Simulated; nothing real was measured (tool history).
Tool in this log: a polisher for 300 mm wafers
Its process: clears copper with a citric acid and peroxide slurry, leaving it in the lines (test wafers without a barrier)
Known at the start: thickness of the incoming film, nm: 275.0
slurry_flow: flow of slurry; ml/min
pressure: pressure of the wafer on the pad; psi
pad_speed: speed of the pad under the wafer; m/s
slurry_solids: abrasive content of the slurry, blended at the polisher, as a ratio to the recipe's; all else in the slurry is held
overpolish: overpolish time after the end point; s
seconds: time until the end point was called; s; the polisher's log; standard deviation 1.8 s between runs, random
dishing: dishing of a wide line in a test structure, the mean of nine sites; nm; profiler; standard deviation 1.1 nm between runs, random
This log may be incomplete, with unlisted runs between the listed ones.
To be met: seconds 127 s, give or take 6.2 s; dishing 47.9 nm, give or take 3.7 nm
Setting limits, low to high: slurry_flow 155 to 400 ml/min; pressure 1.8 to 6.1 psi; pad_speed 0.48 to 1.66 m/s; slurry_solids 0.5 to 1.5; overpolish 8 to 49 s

Run 1, hour 0: slurry_flow 255 ml/min, pressure 3.9 psi, pad_speed 1.06 m/s, slurry_solids 1, overpolish 25 s. Result: seconds 85.74 s, dishing 56.302 nm.
Run 2, hour 1.1: slurry_flow 235 ml/min, pressure 3.9 psi, pad_speed 1.06 m/s, slurry_solids 1, overpolish 25 s. Result: seconds 84.711 s, dishing 54.833 nm.
Run 3, hour 3.4: slurry_flow 235 ml/min, pressure 3.9 psi, pad_speed 1.06 m/s, slurry_solids 1, overpolish 17 s. Result: seconds 84.975 s, dishing 40.78 nm.
Run 4, hour 9.4: slurry_flow 235 ml/min, pressure 3.9 psi, pad_speed 1.26 m/s, slurry_solids 1, overpolish 17 s. Result: seconds 72.503 s, dishing 46.167 nm.
Run 5, hour 10.5: slurry_flow 235 ml/min, pressure 3.9 psi, pad_speed 1.26 m/s, slurry_solids 1.2, overpolish 17 s. Result: seconds 68.249 s, dishing 51.138 nm.
Run 6, hour 19.4: slurry_flow 235 ml/min, pressure 3.6 psi, pad_speed 1.22 m/s, slurry_solids 1.2, overpolish 19 s. Result: seconds 74.777 s, dishing 49.75 nm.
Run 7, hour 24.1: slurry_flow 235 ml/min, pressure 3.3 psi, pad_speed 1.18 m/s, slurry_solids 1.2, overpolish 21 s. Result: seconds 82.109 s, dishing 49.572 nm.
Run 8, hour 24.7: slurry_flow 235 ml/min, pressure 3.1 psi, pad_speed 1.14 m/s, slurry_solids 1.2, overpolish 22 s. Result: seconds 89.224 s, dishing 49.104 nm.
Run 9, hour 27.2: slurry_flow 235 ml/min, pressure 2.9 psi, pad_speed 1.12 m/s, slurry_solids 1.2, overpolish 23 s. Result: seconds 94.819 s, dishing 48.269 nm.
Run 10, hour 32.8: slurry_flow 235 ml/min, pressure 2.7 psi, pad_speed 1.1 m/s, slurry_solids 1.2, overpolish 24 s. Result: seconds 100.49 s, dishing 48.381 nm.
Run 11, hour 36.1: slurry_flow 235 ml/min, pressure 2.6 psi, pad_speed 1.08 m/s, slurry_solids 1.2, overpolish 25 s. Result: seconds 105.39 s, dishing 46.119 nm.
Run 12, hour 39.1: slurry_flow 235 ml/min, pressure 2.5 psi, pad_speed 1.08 m/s, slurry_solids 1.2, overpolish 26 s. Result: seconds 107.47 s, dishing 46.515 nm.
Run 13, hour 43.4: slurry_flow 235 ml/min, pressure 2.4 psi, pad_speed 1.08 m/s, slurry_solids 1.2, overpolish 27 s. Result: seconds 108.68 s, dishing 47.334 nm.
Run 14, hour 49.3: slurry_flow 235 ml/min, pressure 2.3 psi, pad_speed 1.06 m/s, slurry_solids 1.2, overpolish 28 s. Result: seconds 117.14 s, dishing 46.429 nm.

Exactly one of the 5 candidate moves below puts every result within its allowed miss. Which one?
Run A, hour 55.2: slurry_flow 280 ml/min, pressure 2.5 psi, pad_speed 0.94 m/s, slurry_solids 1, overpolish 32 s. Result: seconds ?, dishing ?.
Run B, hour 55.2: slurry_flow 205 ml/min, pressure 1.8 psi, pad_speed 1.34 m/s, slurry_solids 1.05, overpolish 25 s. Result: seconds ?, dishing ?.
Run C, hour 55.2: slurry_flow 245 ml/min, pressure 2.2 psi, pad_speed 1.18 m/s, slurry_solids 1.3, overpolish 27 s. Result: seconds ?, dishing ?.
Run D, hour 55.2: slurry_flow 250 ml/min, pressure 2.4 psi, pad_speed 1.18 m/s, slurry_solids 1.1, overpolish 27 s. Result: seconds ?, dishing ?.
Run E, hour 55.2: slurry_flow 270 ml/min, pressure 2.3 psi, pad_speed 1.2 m/s, slurry_solids 1.05, overpolish 25 s. Result: seconds ?, dishing ?.

move  seconds  dishing
   A   127.74   47.521
   B   114.15   42.204
   C   105.61   47.821
   D   104.64   48.387
   E    106.6   45.011
A: all results land within tolerance of their targets
B: further off than the last run
C: further off than the last run
D: further off than the last run
E: further off than the last run
Answer: A

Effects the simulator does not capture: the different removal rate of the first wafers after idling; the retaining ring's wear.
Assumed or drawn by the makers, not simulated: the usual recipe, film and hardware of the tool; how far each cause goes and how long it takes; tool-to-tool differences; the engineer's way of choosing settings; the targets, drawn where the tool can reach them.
